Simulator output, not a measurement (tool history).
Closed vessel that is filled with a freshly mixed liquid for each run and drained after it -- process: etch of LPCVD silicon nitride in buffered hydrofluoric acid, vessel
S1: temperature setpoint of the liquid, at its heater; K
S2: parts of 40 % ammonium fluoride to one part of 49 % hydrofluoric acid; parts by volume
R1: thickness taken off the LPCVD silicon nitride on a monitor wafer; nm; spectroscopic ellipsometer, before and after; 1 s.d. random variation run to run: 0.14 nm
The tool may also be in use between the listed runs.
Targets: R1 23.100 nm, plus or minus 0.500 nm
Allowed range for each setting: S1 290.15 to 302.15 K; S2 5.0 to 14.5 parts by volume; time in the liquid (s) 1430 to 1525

run 1 hour=0.0 | S1=294.15 S2=9.0 time_in_the_liquid_(s)=1430 | R1=18.602
run 2 hour=6.2 | S1=294.15 S2=9.0 time_in_the_liquid_(s)=1430 | R1=18.466
run 3 hour=10.8 | S1=295.65 S2=9.0 time_in_the_liquid_(s)=1430 | R1=20.013
run 4 hour=18.5 | S1=295.65 S2=6.5 time_in_the_liquid_(s)=1430 | R1=27.659
run 5 hour=25.5 | S1=295.15 S2=6.5 time_in_the_liquid_(s)=1430 | R1=27.092
run 6 hour=33.5 | S1=294.65 S2=6.5 time_in_the_liquid_(s)=1430 | R1=26.455
run 7 hour=37.2 | S1=294.15 S2=6.5 time_in_the_liquid_(s)=1430 | R1=25.938
run 8 hour=39.2 | S1=293.65 S2=6.5 time_in_the_liquid_(s)=1430 | R1=25.003
run 9 hour=42.8 | S1=292.65 S2=6.5 time_in_the_liquid_(s)=1430 | R1=23.726

5 next moves are on the table. One of them brings every result within its allowed miss. Which?
run A hour=46.4 | S1=292.65 S2=6.5 time_in_the_liquid_(s)=1450 | R1=?
run B hour=46.4 | S1=293.15 S2=7.0 time_in_the_liquid_(s)=1525 | R1=?
run C hour=46.4 | S1=294.65 S2=7.5 time_in_the_liquid_(s)=1500 | R1=?
run D hour=46.4 | S1=292.65 S2=7.0 time_in_the_liquid_(s)=1470 | R1=?
run E hour=46.4 | S1=290.15 S2=5.5 time_in_the_liquid_(s)=1470 | R1=?

move=A R1=23.877
move=B R1=24.215
move=C R1=24.032
move=D R1=22.697
move=E R1=24.251
A: further off than the last run
B: further off than the last run
C: further off than the last run
D: hits every target within its allowed miss
E: further off than the last run
D is the move that brings every result within its allowed miss.
